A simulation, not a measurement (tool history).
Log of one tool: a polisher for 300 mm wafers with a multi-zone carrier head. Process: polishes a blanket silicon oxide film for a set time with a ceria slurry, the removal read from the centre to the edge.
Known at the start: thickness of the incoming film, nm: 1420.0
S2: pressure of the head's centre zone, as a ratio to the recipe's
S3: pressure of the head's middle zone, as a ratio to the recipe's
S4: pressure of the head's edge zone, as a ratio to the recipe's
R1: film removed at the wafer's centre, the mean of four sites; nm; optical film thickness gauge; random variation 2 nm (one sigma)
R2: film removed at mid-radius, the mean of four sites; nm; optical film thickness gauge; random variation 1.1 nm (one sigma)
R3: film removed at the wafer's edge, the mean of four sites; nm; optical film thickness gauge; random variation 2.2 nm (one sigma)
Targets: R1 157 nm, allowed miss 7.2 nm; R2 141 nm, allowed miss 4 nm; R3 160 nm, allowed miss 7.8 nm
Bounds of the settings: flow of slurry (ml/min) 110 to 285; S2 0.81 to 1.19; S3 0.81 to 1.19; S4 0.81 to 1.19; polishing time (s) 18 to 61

run 1 hour=0 | flow_of_slurry_(ml/min)=180 S2=1 S3=1 S4=1 polishing_time_(s)=39 | R1=219.71 R2=215.62 R3=221.28
run 2 hour=3.6 | flow_of_slurry_(ml/min)=180 S2=1 S3=1 S4=1 polishing_time_(s)=44 | R1=254.18 R2=244.27 R3=249.17
run 3 hour=7.8 | flow_of_slurry_(ml/min)=170 S2=0.99 S3=0.95 S4=0.96 polishing_time_(s)=39 | R1=215.46 R2=204.75 R3=215.97
run 4 hour=13.3 | flow_of_slurry_(ml/min)=170 S2=0.99 S3=0.95 S4=0.9 polishing_time_(s)=39 | R1=220.33 R2=205.08 R3=206.29
run 5 hour=18.2 | flow_of_slurry_(ml/min)=160 S2=0.98 S3=0.91 S4=0.89 polishing_time_(s)=36 | R1=198.52 R2=185.03 R3=190.17
run 6 hour=25.9 | flow_of_slurry_(ml/min)=160 S2=0.98 S3=0.87 S4=0.89 polishing_time_(s)=36 | R1=202.11 R2=177.31 R3=192.18
run 7 hour=34.3 | flow_of_slurry_(ml/min)=160 S2=0.98 S3=0.87 S4=0.89 polishing_time_(s)=36 | R1=204.88 R2=174.85 R3=184.3
run 8 hour=42.8 | flow_of_slurry_(ml/min)=150 S2=0.95 S3=0.85 S4=0.91 polishing_time_(s)=34 | R1=180.18 R2=163.9 R3=177.89
run 9 hour=48 | flow_of_slurry_(ml/min)=145 S2=0.95 S3=0.84 S4=0.92 polishing_time_(s)=33 | R1=174.13 R2=156.32 R3=176.04
run 10 hour=53.4 | flow_of_slurry_(ml/min)=140 S2=0.94 S3=0.83 S4=0.91 polishing_time_(s)=32 | R1=167.36 R2=149.41 R3=165.36
run 11 hour=58.4 | flow_of_slurry_(ml/min)=135 S2=0.93 S3=0.82 S4=0.92 polishing_time_(s)=32 | R1=160.74 R2=146.36 R3=168.79
run 12 hour=62.9 | flow_of_slurry_(ml/min)=130 S2=0.93 S3=0.82 S4=0.91 polishing_time_(s)=32 | R1=163.65 R2=149.28 R3=161.14

Which of these 5 next moves meets every target?
run A hour=67.4 | flow_of_slurry_(ml/min)=225 S2=0.95 S3=0.81 S4=0.99 polishing_time_(s)=31 | R1=? R2=? R3=?
run B hour=67.4 | flow_of_slurry_(ml/min)=110 S2=0.98 S3=0.86 S4=0.86 polishing_time_(s)=34 | R1=? R2=? R3=?
run C hour=67.4 | flow_of_slurry_(ml/min)=135 S2=0.95 S3=0.83 S4=0.94 polishing_time_(s)=30 | R1=? R2=? R3=?
run D hour=67.4 | flow_of_slurry_(ml/min)=110 S2=0.9 S3=0.89 S4=0.85 polishing_time_(s)=34 | R1=? R2=? R3=?
run E hour=67.4 | flow_of_slurry_(ml/min)=155 S2=0.87 S3=0.81 S4=0.94 polishing_time_(s)=32 | R1=? R2=? R3=?

move=A R1=170.5 R2=150.24 R3=171.13
move=B R1=174.28 R2=157.05 R3=164.59
move=C R1=153.92 R2=139.05 R3=154.42
move=D R1=159.98 R2=161.01 R3=163.68
move=E R1=153.34 R2=148.53 R3=166.92
A: further off than the last run
B: further off than the last run
C: meets every target
D: further off than the last run
E: nearer than the last run, and not there yet
Answer: C
